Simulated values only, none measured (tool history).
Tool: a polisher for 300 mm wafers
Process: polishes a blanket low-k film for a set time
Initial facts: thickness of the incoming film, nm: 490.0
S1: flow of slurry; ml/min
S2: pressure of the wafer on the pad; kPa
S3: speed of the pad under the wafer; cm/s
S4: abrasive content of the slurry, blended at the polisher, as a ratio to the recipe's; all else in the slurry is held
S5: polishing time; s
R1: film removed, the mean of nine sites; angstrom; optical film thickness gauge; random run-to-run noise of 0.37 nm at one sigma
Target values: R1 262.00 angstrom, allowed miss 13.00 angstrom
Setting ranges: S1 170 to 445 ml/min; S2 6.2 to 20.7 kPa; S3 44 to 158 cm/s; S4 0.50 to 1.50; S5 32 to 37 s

| run | hour | S1 | S2 | S3 | S4 | S5 | R1 |
|---|---|---|---|---|---|---|---|
| 1 | 0.0 | 285 | 13.1 | 100 | 1.00 | 37 | 165.57 |
| 2 | 4.7 | 285 | 15.9 | 100 | 1.00 | 37 | 197.99 |
| 3 | 13.5 | 285 | 16.5 | 100 | 1.00 | 37 | 210.20 |
| 4 | 16.6 | 285 | 17.9 | 102 | 1.00 | 37 | 226.94 |
| 5 | 22.3 | 285 | 14.5 | 102 | 1.00 | 37 | 184.84 |
| 6 | 24.3 | 285 | 14.5 | 102 | 0.80 | 37 | 167.12 |
| 7 | 33.1 | 285 | 18.6 | 106 | 0.80 | 37 | 218.13 |
| 8 | 35.8 | 285 | 20.0 | 110 | 0.80 | 37 | 237.17 |

Next run, 5 choices. One meets every target within its allowed miss, the rest don't. Which?
| A | 38.5 | 260 | 20.7 | 106 | 0.80 | 37 | ? |
| B | 38.5 | 305 | 18.6 | 124 | 0.85 | 34 | ? |
| C | 38.5 | 370 | 20.7 | 130 | 1.05 | 33 | ? |
| D | 38.5 | 170 | 20.0 | 118 | 0.80 | 34 | ? |
| E | 38.5 | 280 | 20.7 | 112 | 0.85 | 37 | ? |

| move | R1 |
|---|---|
| A | 238.67 |
| B | 234.44 |
| C | 295.01 |
| D | 218.94 |
| E | 259.20 |
A: gains on the last run, yet a result remains outside its allowed miss
B: the biggest miss grows against the last run
C: moves the result that the last run missed by most past its target, out the other side
D: the biggest miss grows against the last run
E: meets every target
Correct choice: E, which meets every target
